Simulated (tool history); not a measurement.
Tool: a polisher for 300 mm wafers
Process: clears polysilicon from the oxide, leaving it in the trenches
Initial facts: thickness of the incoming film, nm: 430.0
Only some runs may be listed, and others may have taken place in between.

run,day,flow of slurry (ml/min),pressure of the wafer on the pad (psi),speed of the pad under the wafer (cm/s),overpolish time after the end point (s),time until the end point was called (s),dishing of a wide line in a test structure (angstrom)
1,0.000,320,1.6,76,21,59.930,417.64
2,0.346,320,1.4,76,21,67.880,402.50
3,0.717,400,1.4,76,21,65.847,406.44
4,0.746,395,1.2,76,22,74.723,410.26
5,0.992,390,1.1,76,21,79.386,404.98
6,1.312,390,1.0,76,20,85.480,386.67
7,1.533,385,1.0,76,21,86.247,388.08
8,1.571,380,1.0,76,22,86.272,393.62
9,1.833,370,1.0,76,23,87.064,391.68
10,1.888,365,1.0,76,24,86.374,400.53

For run 11, what comes out?
11,2.054,360,1.0,76,24,?,?

Logged for run 11: time until the end point was called (s) 85.515, dishing of a wide line in a test structure (angstrom) 403.33.
